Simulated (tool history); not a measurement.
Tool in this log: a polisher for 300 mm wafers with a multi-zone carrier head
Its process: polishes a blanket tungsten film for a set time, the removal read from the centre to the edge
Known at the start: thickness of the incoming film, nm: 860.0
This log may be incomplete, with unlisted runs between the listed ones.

| run | hour | flow of slurry (ml/min) | pressure of the head's centre zone | pressure of the head's middle zone | pressure of the head's edge zone | abrasive content of the slurry | polishing time (s) | film removed at the wafer's centre (angstrom) | film removed at mid-radius (angstrom) | film removed at the wafer's edge (angstrom) |
|---|---|---|---|---|---|---|---|---|---|---|
| 1 | 0.0 | 195 | 1.00 | 1.00 | 1.00 | 1.00 | 50 | 2757.2 | 2852.2 | 2776.8 |
| 2 | 6.2 | 145 | 1.00 | 1.00 | 1.00 | 1.00 | 50 | 2636.8 | 2733.6 | 2660.7 |
| 3 | 11.1 | 155 | 0.98 | 0.99 | 1.03 | 1.00 | 50 | 2601.7 | 2717.6 | 2698.7 |
| 4 | 15.8 | 155 | 0.98 | 0.99 | 0.95 | 1.00 | 50 | 2588.7 | 2750.6 | 2626.2 |
| 5 | 24.4 | 155 | 0.98 | 0.99 | 0.95 | 1.15 | 50 | 2658.9 | 2860.2 | 2740.2 |
| 6 | 29.0 | 160 | 0.96 | 0.97 | 0.98 | 1.20 | 50 | 2735.1 | 2814.8 | 2806.5 |

Run 7 is up next; what results do you expect?
| 7 | 34.1 | 155 | 0.93 | 0.97 | 1.02 | 1.20 | 50 | ? | ? | ? |

Run 7 measured film removed at the wafer's centre (angstrom) 2656.2, film removed at mid-radius (angstrom) 2808.7, film removed at the wafer's edge (angstrom) 2862.0.
